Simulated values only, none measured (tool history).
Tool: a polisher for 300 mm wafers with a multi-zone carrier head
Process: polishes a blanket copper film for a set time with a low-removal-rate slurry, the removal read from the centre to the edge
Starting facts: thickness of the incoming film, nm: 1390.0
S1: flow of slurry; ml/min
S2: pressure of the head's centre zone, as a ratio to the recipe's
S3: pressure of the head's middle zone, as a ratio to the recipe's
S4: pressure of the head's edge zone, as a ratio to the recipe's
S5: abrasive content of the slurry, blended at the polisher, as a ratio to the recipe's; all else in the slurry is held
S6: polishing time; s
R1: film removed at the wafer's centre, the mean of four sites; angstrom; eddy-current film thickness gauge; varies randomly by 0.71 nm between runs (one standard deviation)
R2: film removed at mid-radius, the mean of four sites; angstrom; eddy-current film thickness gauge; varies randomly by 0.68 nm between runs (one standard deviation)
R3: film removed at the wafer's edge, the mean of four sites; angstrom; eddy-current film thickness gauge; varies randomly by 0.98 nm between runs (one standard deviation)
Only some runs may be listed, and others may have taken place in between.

| run | hour | S1 | S2 | S3 | S4 | S5 | S6 | R1 | R2 | R3 |
|---|---|---|---|---|---|---|---|---|---|---|
| 1 | 0 | 155 | 1 | 1 | 1 | 1 | 34 | 1582.5 | 1603 | 1636.2 |
| 2 | 6.8 | 155 | 1 | 1 | 1 | 1.1 | 34 | 1624.9 | 1621.8 | 1655.1 |
| 3 | 7.5 | 120 | 1 | 1 | 1 | 1.1 | 34 | 1543.5 | 1588.8 | 1603.5 |
| 4 | 13 | 120 | 1.01 | 0.97 | 0.96 | 0.95 | 32 | 1410.2 | 1377.2 | 1455 |
| 5 | 21.7 | 125 | 1.02 | 0.98 | 0.93 | 0.85 | 30 | 1286.8 | 1273.5 | 1272.1 |
| 6 | 26.6 | 125 | 1.02 | 0.98 | 0.89 | 0.85 | 30 | 1289 | 1268.5 | 1285 |
| 7 | 28.1 | 125 | 1.03 | 0.96 | 0.88 | 0.75 | 29 | 1214.5 | 1164.8 | 1204.8 |
| 8 | 35.9 | 120 | 1.04 | 0.95 | 0.87 | 0.7 | 29 | 1191.5 | 1106.2 | 1145.4 |

Forecast run 9:
| 9 | 41.1 | 115 | 1.04 | 0.94 | 0.86 | 0.65 | 29 | ? | ? | ? |

{"run 9": {"R1": 1145.5, "R2": 1064.5, "R3": 1097.2}}
